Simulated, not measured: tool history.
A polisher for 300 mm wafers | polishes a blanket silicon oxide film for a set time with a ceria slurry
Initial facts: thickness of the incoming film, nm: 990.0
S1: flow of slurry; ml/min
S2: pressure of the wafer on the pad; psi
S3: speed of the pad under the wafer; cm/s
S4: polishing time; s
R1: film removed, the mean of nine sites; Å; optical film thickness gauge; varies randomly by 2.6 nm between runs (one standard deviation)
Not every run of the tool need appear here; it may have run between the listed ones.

run  hour   S1   S2   S3  S4      R1
  1     0  305  2.8  134  29  1299.4
  2     1  260  2.8  134  29  1313.4
  3   4.3  260    3  134  29  1406.3
  4   8.6  260  3.1  134  29    1455
  5  17.2  260  3.1  162  29  1726.4
  6  20.6  305  3.1  162  29  1799.8

What will run 7 give?
  7  22.9  310  3.3  162  29   ?

Run 7 came out at R1 1938.3 Å.
